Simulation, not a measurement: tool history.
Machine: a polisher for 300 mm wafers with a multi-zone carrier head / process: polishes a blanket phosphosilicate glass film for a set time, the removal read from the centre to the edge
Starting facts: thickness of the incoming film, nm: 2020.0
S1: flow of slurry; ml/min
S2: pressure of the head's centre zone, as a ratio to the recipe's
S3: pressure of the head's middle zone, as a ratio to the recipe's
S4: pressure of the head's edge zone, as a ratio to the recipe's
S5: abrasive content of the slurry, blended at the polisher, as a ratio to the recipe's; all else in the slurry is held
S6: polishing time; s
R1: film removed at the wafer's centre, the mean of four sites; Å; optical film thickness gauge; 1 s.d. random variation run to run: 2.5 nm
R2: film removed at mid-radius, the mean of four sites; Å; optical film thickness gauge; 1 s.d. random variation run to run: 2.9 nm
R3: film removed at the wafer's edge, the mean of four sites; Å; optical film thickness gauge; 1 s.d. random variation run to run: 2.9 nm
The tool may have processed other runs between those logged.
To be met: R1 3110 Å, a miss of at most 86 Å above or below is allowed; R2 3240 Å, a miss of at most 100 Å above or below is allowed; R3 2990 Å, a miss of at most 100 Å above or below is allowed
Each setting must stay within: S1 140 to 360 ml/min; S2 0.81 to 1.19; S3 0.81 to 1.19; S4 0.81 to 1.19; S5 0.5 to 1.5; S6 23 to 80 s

{"run": 1, "hour": 0.0, "S1": 230, "S2": 1, "S3": 1, "S4": 1, "S5": 1, "S6": 51, "R1": 6249, "R2": 5979.3, "R3": 5930.4}
{"run": 2, "hour": 0.5, "S1": 225, "S2": 0.97, "S3": 1, "S4": 0.95, "S5": 0.85, "S6": 45, "R1": 4925.9, "R2": 4878.3, "R3": 4672.5}
{"run": 3, "hour": 8.1, "S1": 220, "S2": 0.94, "S3": 0.99, "S4": 0.91, "S5": 0.75, "S6": 42, "R1": 4264.4, "R2": 4150.3, "R3": 3940.9}
{"run": 4, "hour": 14.7, "S1": 205, "S2": 0.9, "S3": 0.99, "S4": 0.88, "S5": 0.65, "S6": 42, "R1": 3730.6, "R2": 3774.1, "R3": 3535.7}
{"run": 5, "hour": 17.9, "S1": 205, "S2": 0.9, "S3": 0.99, "S4": 0.88, "S5": 0.75, "S6": 42, "R1": 4129.7, "R2": 4097.8, "R3": 3866.3}
{"run": 6, "hour": 22.8, "S1": 240, "S2": 0.9, "S3": 0.99, "S4": 0.88, "S5": 0.75, "S6": 42, "R1": 4158.2, "R2": 4187.2, "R3": 3911.5}
{"run": 7, "hour": 29.8, "S1": 235, "S2": 0.84, "S3": 0.97, "S4": 0.82, "S5": 0.5, "S6": 34, "R1": 2468.6, "R2": 2540.8, "R3": 2372.2}
{"run": 8, "hour": 37.9, "S1": 235, "S2": 0.88, "S3": 1.01, "S4": 0.89, "S5": 0.5, "S6": 33, "R1": 2485.6, "R2": 2550.8, "R3": 2399.1}
{"run": 9, "hour": 41.5, "S1": 235, "S2": 0.92, "S3": 1.05, "S4": 0.94, "S5": 0.55, "S6": 33, "R1": 2673.2, "R2": 2809.1, "R3": 2621.2}
{"run": 10, "hour": 48.2, "S1": 235, "S2": 0.95, "S3": 1.07, "S4": 0.97, "S5": 0.6, "S6": 33, "R1": 2925, "R2": 3082.8, "R3": 2805}
{"run": 11, "hour": 56.6, "S1": 290, "S2": 0.97, "S3": 1.07, "S4": 1.04, "S5": 0.6, "S6": 33, "R1": 3061.5, "R2": 3135.6, "R3": 2987}
{"run": 12, "hour": 65.6, "S1": 295, "S2": 0.97, "S3": 1.08, "S4": 1.04, "S5": 0.6, "S6": 33, "R1": 3049, "R2": 3095, "R3": 2973.3}

Exercise: of the 5 proposed moves below, exactly one satisfies all targets within the stated allowed misses. Which move is it?
{"run": "A", "hour": 74.6, "S1": 330, "S2": 1.03, "S3": 1.03, "S4": 1.01, "S5": 0.5, "S6": 35, "R1": "?", "R2": "?", "R3": "?"}
{"run": "B", "hour": 74.6, "S1": 305, "S2": 0.96, "S3": 1.09, "S4": 1.01, "S5": 0.55, "S6": 36, "R1": "?", "R2": "?", "R3": "?"}
{"run": "C", "hour": 74.6, "S1": 235, "S2": 0.92, "S3": 1.17, "S4": 1.04, "S5": 0.8, "S6": 29, "R1": "?", "R2": "?", "R3": "?"}
{"run": "D", "hour": 74.6, "S1": 305, "S2": 1.02, "S3": 1, "S4": 0.97, "S5": 0.65, "S6": 31, "R1": "?", "R2": "?", "R3": "?"}
{"run": "E", "hour": 74.6, "S1": 320, "S2": 0.94, "S3": 1.02, "S4": 1.11, "S5": 0.6, "S6": 33, "R1": "?", "R2": "?", "R3": "?"}

move=A R1=2955.1 R2=2862.6 R3=2718.1
move=B R1=3075.1 R2=3283.9 R3=2972.2
move=C R1=2960.9 R2=3466 R3=3006
move=D R1=3076.7 R2=2929.4 R3=2801.9
move=E R1=2954.6 R2=3025.2 R3=3036.8
A: its largest miss is bigger than the last run's
B: meets every target
C: the result that was furthest off in the last run now lies on the other side of its target
D: its largest miss is bigger than the last run's
E: its largest miss is bigger than the last run's
Move B is the one to make.
